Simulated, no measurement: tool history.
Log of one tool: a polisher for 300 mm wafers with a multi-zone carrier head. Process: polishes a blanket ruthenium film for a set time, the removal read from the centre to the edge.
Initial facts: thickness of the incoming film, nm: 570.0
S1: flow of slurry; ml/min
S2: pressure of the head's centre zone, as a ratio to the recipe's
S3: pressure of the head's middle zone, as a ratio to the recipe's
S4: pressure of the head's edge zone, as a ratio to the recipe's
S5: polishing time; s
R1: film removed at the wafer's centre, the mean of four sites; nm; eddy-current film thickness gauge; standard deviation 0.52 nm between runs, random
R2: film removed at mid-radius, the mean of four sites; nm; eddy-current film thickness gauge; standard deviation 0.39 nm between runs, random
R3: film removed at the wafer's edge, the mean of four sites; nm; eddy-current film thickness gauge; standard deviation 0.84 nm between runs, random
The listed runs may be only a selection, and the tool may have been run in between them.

Run 1, hour 0.0: S1 210 ml/min, S2 1.00, S3 1.00, S4 1.00, S5 67 s. Result: R1 76.118 nm, R2 76.077 nm, R3 68.008 nm.
Run 2, hour 6.4: S1 210 ml/min, S2 0.94, S3 1.00, S4 1.00, S5 67 s. Result: R1 71.538 nm, R2 75.535 nm, R3 70.026 nm.
Run 3, hour 12.9: S1 210 ml/min, S2 0.86, S3 1.00, S4 1.00, S5 67 s. Result: R1 64.865 nm, R2 75.757 nm, R3 68.625 nm.
Run 4, hour 20.0: S1 210 ml/min, S2 0.86, S3 1.00, S4 0.92, S5 67 s. Result: R1 66.109 nm, R2 76.364 nm, R3 66.007 nm.
Run 5, hour 23.9: S1 210 ml/min, S2 0.86, S3 0.92, S4 0.92, S5 67 s. Result: R1 66.302 nm, R2 71.001 nm, R3 67.162 nm.
Run 6, hour 29.5: S1 210 ml/min, S2 0.91, S3 0.92, S4 0.92, S5 67 s. Result: R1 69.761 nm, R2 71.610 nm, R3 67.661 nm.
Run 7, hour 38.2: S1 195 ml/min, S2 0.89, S3 0.90, S4 0.92, S5 67 s. Result: R1 65.625 nm, R2 68.588 nm, R3 65.986 nm.
Run 8, hour 44.2: S1 185 ml/min, S2 0.89, S3 0.89, S4 0.93, S5 67 s. Result: R1 64.792 nm, R2 67.992 nm, R3 65.869 nm.

Run 9 has not been measured yet. What should we expect?
Run 9, hour 47.2: S1 180 ml/min, S2 0.89, S3 0.88, S4 0.94, S5 67 s. Result: R1 ?, R2 ?, R3 ?.

Run 9 gave R1 65.908 nm, R2 66.836 nm, R3 67.231 nm.
